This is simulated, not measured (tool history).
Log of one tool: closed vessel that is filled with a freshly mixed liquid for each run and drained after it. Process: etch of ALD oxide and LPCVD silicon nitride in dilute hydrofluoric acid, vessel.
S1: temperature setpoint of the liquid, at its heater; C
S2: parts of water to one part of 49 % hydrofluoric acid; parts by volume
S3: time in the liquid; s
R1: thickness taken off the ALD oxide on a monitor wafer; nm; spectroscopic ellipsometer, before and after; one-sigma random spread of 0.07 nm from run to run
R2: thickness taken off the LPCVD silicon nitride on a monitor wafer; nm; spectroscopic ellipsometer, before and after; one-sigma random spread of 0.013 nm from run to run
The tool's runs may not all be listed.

run,hour,S1,S2,S3,R1,R2
1,0,24,235,500,27.906,1.0927
2,4.9,24,255,495,24.527,0.98049
3,12.2,24,255,315,15.772,0.60303
4,18.2,24,255,225,11.17,0.45677
5,22.2,24.5,265,225,10.973,0.42232
6,30.4,24,270,230,10.543,0.42459
7,35.3,24,275,235,10.653,0.43743
8,39.2,24,280,240,10.75,0.42798
9,44.3,24.5,290,245,10.686,0.44324

For run 10, what comes out?
10,45.5,24.5,300,250,?,?

Run 10 gave R1 10.302 nm, R2 0.42745 nm.
